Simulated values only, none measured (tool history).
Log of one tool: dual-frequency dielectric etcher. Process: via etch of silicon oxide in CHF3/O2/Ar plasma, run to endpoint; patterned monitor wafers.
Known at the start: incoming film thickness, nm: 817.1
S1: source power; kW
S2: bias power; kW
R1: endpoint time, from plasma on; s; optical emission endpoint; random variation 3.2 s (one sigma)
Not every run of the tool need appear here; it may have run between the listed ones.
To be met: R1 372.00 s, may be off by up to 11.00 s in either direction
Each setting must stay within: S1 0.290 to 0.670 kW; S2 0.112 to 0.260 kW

run,day,S1,S2,R1
1,0.000,0.480,0.186,452.39
2,0.129,0.510,0.193,437.27
3,0.196,0.540,0.200,423.63
4,0.283,0.560,0.206,410.83
5,0.438,0.580,0.210,401.26
6,0.808,0.590,0.212,399.20
7,1.108,0.600,0.215,393.23
8,1.329,0.610,0.217,386.46
9,1.508,0.620,0.218,383.99

Consider the 5 candidate settings below. Which is the only one whose results all fall within their allowed miss of target?
A,1.688,0.640,0.226,?
B,1.688,0.590,0.203,?
C,1.688,0.600,0.211,?
D,1.688,0.610,0.186,?
E,1.688,0.610,0.205,?

move,R1
A,371.55
B,399.39
C,391.25
D,405.43
E,392.30
A: all results land within tolerance of their targets
B: its largest miss is bigger than the last run's
C: its largest miss is bigger than the last run's
D: its largest miss is bigger than the last run's
E: its largest miss is bigger than the last run's
A meets every target.

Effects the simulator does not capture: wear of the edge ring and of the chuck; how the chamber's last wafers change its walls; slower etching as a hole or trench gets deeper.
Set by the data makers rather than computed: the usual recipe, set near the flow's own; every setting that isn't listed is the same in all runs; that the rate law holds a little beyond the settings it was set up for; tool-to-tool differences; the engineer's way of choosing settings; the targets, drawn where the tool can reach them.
